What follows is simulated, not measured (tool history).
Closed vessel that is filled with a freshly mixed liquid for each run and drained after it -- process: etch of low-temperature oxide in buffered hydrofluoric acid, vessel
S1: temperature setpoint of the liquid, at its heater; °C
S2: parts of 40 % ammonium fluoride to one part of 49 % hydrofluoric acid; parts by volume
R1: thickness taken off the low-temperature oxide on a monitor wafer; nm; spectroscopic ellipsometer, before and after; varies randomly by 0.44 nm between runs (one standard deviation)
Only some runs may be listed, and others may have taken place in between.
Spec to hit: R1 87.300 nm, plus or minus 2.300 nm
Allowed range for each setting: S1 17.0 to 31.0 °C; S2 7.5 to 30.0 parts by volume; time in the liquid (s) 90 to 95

Run 1, hour 0.0: S1 23.0 °C, S2 20.5 parts by volume, time in the liquid (s) 90. Result: R1 121.880 nm.
Run 2, hour 0.9: S1 23.0 °C, S2 20.5 parts by volume, time in the liquid (s) 95. Result: R1 129.900 nm.
Run 3, hour 7.0: S1 21.0 °C, S2 21.0 parts by volume, time in the liquid (s) 95. Result: R1 113.360 nm.
Run 4, hour 9.6: S1 21.0 °C, S2 21.0 parts by volume, time in the liquid (s) 95. Result: R1 112.950 nm.
Run 5, hour 13.7: S1 21.0 °C, S2 18.5 parts by volume, time in the liquid (s) 95. Result: R1 126.580 nm.
Run 6, hour 20.3: S1 18.5 °C, S2 18.5 parts by volume, time in the liquid (s) 95. Result: R1 110.200 nm.
Run 7, hour 21.5: S1 18.0 °C, S2 19.5 parts by volume, time in the liquid (s) 95. Result: R1 100.150 nm.
Run 8, hour 23.7: S1 17.5 °C, S2 20.0 parts by volume, time in the liquid (s) 95. Result: R1 96.151 nm.
Run 9, hour 27.5: S1 17.5 °C, S2 20.5 parts by volume, time in the liquid (s) 95. Result: R1 94.019 nm.
Run 10, hour 34.5: S1 17.5 °C, S2 21.0 parts by volume, time in the liquid (s) 95. Result: R1 93.002 nm.
Run 11, hour 41.7: S1 17.5 °C, S2 21.5 parts by volume, time in the liquid (s) 95. Result: R1 92.363 nm.

Of the 4 settings listed for the next run, only one would bring every result within its allowed miss of target. Which one?
Run A, hour 48.9: S1 18.5 °C, S2 21.5 parts by volume, time in the liquid (s) 90. Result: R1 ?.
Run B, hour 48.9: S1 17.5 °C, S2 21.5 parts by volume, time in the liquid (s) 90. Result: R1 ?.
Run C, hour 48.9: S1 18.5 °C, S2 23.0 parts by volume, time in the liquid (s) 95. Result: R1 ?.
Run D, hour 48.9: S1 20.5 °C, S2 21.5 parts by volume, time in the liquid (s) 90. Result: R1 ?.

move       R1
   A   91.706
   B   86.631
   C   92.393
   D  102.650
A: closer than the last run, but not yet in spec
B: all results land within tolerance of their targets
C: as far off as the last run
D: misses by more than the last run did
So the answer is move B, the one that meets all the targets.
